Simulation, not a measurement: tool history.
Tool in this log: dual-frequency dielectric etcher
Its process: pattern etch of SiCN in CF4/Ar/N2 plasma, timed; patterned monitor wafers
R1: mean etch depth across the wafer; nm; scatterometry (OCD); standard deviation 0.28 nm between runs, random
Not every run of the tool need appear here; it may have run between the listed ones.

Run 1, day 0: source power (kW) 0.49, bias power (kW) 0.05, Ar flow (sccm) 134, CF4 flow (sccm) 56, etch time (s) 101.5. Result: R1 70.669 nm.
Run 2, day 0.254: source power (kW) 0.49, bias power (kW) 0.05, Ar flow (sccm) 134, CF4 flow (sccm) 65, etch time (s) 101.5. Result: R1 73.715 nm.
Run 3, day 0.45: source power (kW) 0.49, bias power (kW) 0.05, Ar flow (sccm) 114, CF4 flow (sccm) 65, etch time (s) 101.5. Result: R1 75.131 nm.
Run 4, day 0.688: source power (kW) 0.49, bias power (kW) 0.05, Ar flow (sccm) 114, CF4 flow (sccm) 57, etch time (s) 101.5. Result: R1 73.082 nm.
Run 5, day 0.933: source power (kW) 0.49, bias power (kW) 0.054, Ar flow (sccm) 114, CF4 flow (sccm) 57, etch time (s) 101.5. Result: R1 74.97 nm.
Run 6, day 1.046: source power (kW) 0.49, bias power (kW) 0.054, Ar flow (sccm) 114, CF4 flow (sccm) 65, etch time (s) 101.5. Result: R1 77.325 nm.
Run 7, day 1.321: source power (kW) 0.51, bias power (kW) 0.054, Ar flow (sccm) 114, CF4 flow (sccm) 65, etch time (s) 101.5. Result: R1 80.294 nm.
Run 8, day 1.454: source power (kW) 0.52, bias power (kW) 0.054, Ar flow (sccm) 114, CF4 flow (sccm) 65, etch time (s) 101.5. Result: R1 82.35 nm.
Run 9, day 1.525: source power (kW) 0.53, bias power (kW) 0.054, Ar flow (sccm) 114, CF4 flow (sccm) 65, etch time (s) 101.5. Result: R1 83.946 nm.

What will run 10 give?
Run 10, day 1.892: source power (kW) 0.54, bias power (kW) 0.054, Ar flow (sccm) 114, CF4 flow (sccm) 65, etch time (s) 101.5. Result: R1 ?.

{"run 10": {"R1": 85.931}}

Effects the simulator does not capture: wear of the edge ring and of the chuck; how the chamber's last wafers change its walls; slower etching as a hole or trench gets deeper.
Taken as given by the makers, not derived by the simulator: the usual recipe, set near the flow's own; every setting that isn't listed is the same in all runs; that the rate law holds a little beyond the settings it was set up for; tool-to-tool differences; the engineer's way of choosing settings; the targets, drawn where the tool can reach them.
